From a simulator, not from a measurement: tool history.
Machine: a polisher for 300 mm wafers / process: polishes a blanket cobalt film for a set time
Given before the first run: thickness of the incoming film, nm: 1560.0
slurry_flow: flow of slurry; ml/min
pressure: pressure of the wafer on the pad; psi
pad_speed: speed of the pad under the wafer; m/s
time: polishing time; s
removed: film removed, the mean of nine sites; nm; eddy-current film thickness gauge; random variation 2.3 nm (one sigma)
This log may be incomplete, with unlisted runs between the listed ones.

run  hour  slurry_flow  pressure  pad_speed  time  removed
  1     0          135       2.1       0.82    33   114.38
  2   2.6          135       2.1       0.74    33    108.2
  3     7          140       2.4       0.76    33   122.61
  4  12.9          140         2       0.76    33   104.88
  5  14.6          140         2       0.76    33   102.78
  6  15.7          140       2.4       0.78    33   126.87

Predict the results of run 7:
  7  16.9          150         3        0.8    33        ?

{"run 7": {"removed": 165.6}}
